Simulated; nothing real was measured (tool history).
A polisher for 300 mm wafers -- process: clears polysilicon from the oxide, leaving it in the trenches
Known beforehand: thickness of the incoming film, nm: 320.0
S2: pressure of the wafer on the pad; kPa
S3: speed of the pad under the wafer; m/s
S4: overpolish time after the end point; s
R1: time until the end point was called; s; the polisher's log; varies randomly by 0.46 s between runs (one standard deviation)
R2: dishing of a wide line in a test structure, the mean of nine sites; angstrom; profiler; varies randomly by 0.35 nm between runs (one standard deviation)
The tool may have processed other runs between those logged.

Run 1, hour 0.0: flow of slurry (ml/min) 300, S2 23.4 kPa, S3 1.08 m/s, S4 15 s. Result: R1 15.751 s, R2 468.46 angstrom.
Run 2, hour 7.4: flow of slurry (ml/min) 300, S2 19.3 kPa, S3 0.96 m/s, S4 11 s. Result: R1 21.041 s, R2 456.87 angstrom.
Run 3, hour 11.8: flow of slurry (ml/min) 300, S2 19.3 kPa, S3 0.96 m/s, S4 15 s. Result: R1 20.971 s, R2 456.61 angstrom.
Run 4, hour 18.3: flow of slurry (ml/min) 355, S2 16.5 kPa, S3 0.86 m/s, S4 11 s. Result: R1 26.391 s, R2 451.45 angstrom.
Run 5, hour 26.8: flow of slurry (ml/min) 300, S2 14.5 kPa, S3 0.82 m/s, S4 9 s. Result: R1 32.377 s, R2 398.15 angstrom.
Run 6, hour 30.4: flow of slurry (ml/min) 260, S2 13.1 kPa, S3 0.86 m/s, S4 7 s. Result: R1 34.067 s, R2 350.69 angstrom.
Run 7, hour 35.5: flow of slurry (ml/min) 235, S2 12.4 kPa, S3 0.88 m/s, S4 6 s. Result: R1 36.675 s, R2 318.35 angstrom.
Run 8, hour 43.0: flow of slurry (ml/min) 215, S2 11.7 kPa, S3 0.92 m/s, S4 5 s. Result: R1 36.381 s, R2 280.26 angstrom.

What will run 9 give?
Run 9, hour 49.4: flow of slurry (ml/min) 205, S2 11.0 kPa, S3 0.94 m/s, S4 5 s. Result: R1 ?, R2 ?.

{"run 9": {"R1": 38.035, "R2": 272.48}}
